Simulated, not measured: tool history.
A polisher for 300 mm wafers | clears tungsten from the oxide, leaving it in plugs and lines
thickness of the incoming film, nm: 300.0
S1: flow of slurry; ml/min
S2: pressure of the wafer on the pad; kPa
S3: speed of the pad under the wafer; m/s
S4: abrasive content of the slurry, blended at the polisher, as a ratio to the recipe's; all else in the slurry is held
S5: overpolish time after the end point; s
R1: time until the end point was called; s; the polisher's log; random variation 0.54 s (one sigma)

{"run": 1, "hour": 0.0, "S1": 210, "S2": 20.0, "S3": 1.3, "S4": 1.0, "S5": 38, "R1": 86.988}
{"run": 2, "hour": 6.6, "S1": 210, "S2": 23.4, "S3": 1.42, "S4": 1.0, "S5": 38, "R1": 67.956}
{"run": 3, "hour": 13.7, "S1": 210, "S2": 26.2, "S3": 1.54, "S4": 1.0, "S5": 38, "R1": 55.578}
{"run": 4, "hour": 20.2, "S1": 210, "S2": 27.6, "S3": 1.62, "S4": 1.0, "S5": 38, "R1": 50.341}
{"run": 5, "hour": 21.2, "S1": 210, "S2": 29.0, "S3": 1.7, "S4": 1.0, "S5": 38, "R1": 45.877}
{"run": 6, "hour": 29.5, "S1": 210, "S2": 29.0, "S3": 1.7, "S4": 1.15, "S5": 38, "R1": 45.545}
{"run": 7, "hour": 33.5, "S1": 210, "S2": 29.6, "S3": 1.76, "S4": 1.15, "S5": 38, "R1": 41.451}
{"run": 8, "hour": 37.1, "S1": 210, "S2": 30.3, "S3": 1.78, "S4": 1.15, "S5": 38, "R1": 40.358}

The next listed run, before its measurement:
{"hour": 39.5, "done": "slurry tank refilled with fresh slurry and peroxide"}
{"run": 9, "hour": 39.5, "S1": 210, "S2": 31.0, "S3": 1.88, "S4": 1.15, "S5": 38, "R1": "?"}

R1: 31.904 s
